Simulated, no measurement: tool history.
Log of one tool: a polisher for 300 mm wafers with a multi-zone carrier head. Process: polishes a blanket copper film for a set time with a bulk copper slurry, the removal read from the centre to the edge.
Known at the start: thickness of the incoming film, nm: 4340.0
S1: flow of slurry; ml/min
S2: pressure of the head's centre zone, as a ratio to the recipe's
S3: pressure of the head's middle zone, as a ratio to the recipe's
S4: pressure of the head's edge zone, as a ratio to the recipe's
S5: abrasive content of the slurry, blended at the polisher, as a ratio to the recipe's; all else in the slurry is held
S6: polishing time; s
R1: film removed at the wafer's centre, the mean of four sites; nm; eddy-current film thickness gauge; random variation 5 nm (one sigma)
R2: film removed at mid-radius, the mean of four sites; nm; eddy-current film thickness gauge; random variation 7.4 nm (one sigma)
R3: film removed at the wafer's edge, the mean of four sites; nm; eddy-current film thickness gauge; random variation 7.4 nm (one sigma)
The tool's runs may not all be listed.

run	hour	S1	S2	S3	S4	S5	S6	R1	R2	R3
1	0.0	135	1.00	1.00	1.00	1.00	73	437.07	425.65	422.31
2	8.3	140	1.01	1.00	1.02	1.05	74	458.36	441.78	434.00
3	14.1	140	1.01	0.99	1.03	1.10	76	465.06	462.43	452.66
4	21.0	155	1.01	0.99	1.03	1.10	76	483.80	456.27	447.31
5	26.2	135	1.01	0.99	1.03	1.10	76	468.04	450.85	440.81
6	33.5	135	1.01	0.99	0.97	1.10	76	465.34	445.82	425.65
7	35.9	160	1.08	0.92	1.07	1.35	89	630.16	539.46	576.08

Forecast run 8:
8	40.7	160	1.08	0.92	1.08	1.35	89	?	?	?

{"run 8": {"R1": 634.03, "R2": 544.17, "R3": 584.22}}

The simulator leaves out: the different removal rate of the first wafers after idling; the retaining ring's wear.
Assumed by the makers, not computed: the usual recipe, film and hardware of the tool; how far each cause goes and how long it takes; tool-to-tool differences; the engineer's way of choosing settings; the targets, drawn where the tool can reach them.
